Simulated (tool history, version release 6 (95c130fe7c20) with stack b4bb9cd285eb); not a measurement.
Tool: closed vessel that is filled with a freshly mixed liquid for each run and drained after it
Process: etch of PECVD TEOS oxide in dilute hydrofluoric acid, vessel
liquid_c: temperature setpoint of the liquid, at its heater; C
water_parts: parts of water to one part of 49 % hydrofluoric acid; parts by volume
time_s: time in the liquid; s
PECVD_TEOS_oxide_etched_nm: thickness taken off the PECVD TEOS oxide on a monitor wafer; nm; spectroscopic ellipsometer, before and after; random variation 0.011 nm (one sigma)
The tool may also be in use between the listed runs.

Run 1, hour 0: liquid_c 20 C, water_parts 115 parts by volume, time_s 40 s. Result: PECVD_TEOS_oxide_etched_nm 2.9164 nm.
Run 2, hour 6.7: liquid_c 20 C, water_parts 140 parts by volume, time_s 40 s. Result: PECVD_TEOS_oxide_etched_nm 2.3308 nm.
Run 3, hour 14.6: liquid_c 20 C, water_parts 140 parts by volume, time_s 30 s. Result: PECVD_TEOS_oxide_etched_nm 1.7386 nm.
Run 4, hour 23.2: liquid_c 20 C, water_parts 160 parts by volume, time_s 30 s. Result: PECVD_TEOS_oxide_etched_nm 1.494 nm.
Run 5, hour 26.4: liquid_c 18.5 C, water_parts 160 parts by volume, time_s 30 s. Result: PECVD_TEOS_oxide_etched_nm 1.4087 nm.
Run 6, hour 33.6: liquid_c 21.5 C, water_parts 155 parts by volume, time_s 30 s. Result: PECVD_TEOS_oxide_etched_nm 1.6423 nm.

Forecast run 7:
Run 7, hour 38.8: liquid_c 23.5 C, water_parts 145 parts by volume, time_s 30 s. Result: PECVD_TEOS_oxide_etched_nm ?.

{"run 7": {"PECVD_TEOS_oxide_etched_nm": 1.913}}

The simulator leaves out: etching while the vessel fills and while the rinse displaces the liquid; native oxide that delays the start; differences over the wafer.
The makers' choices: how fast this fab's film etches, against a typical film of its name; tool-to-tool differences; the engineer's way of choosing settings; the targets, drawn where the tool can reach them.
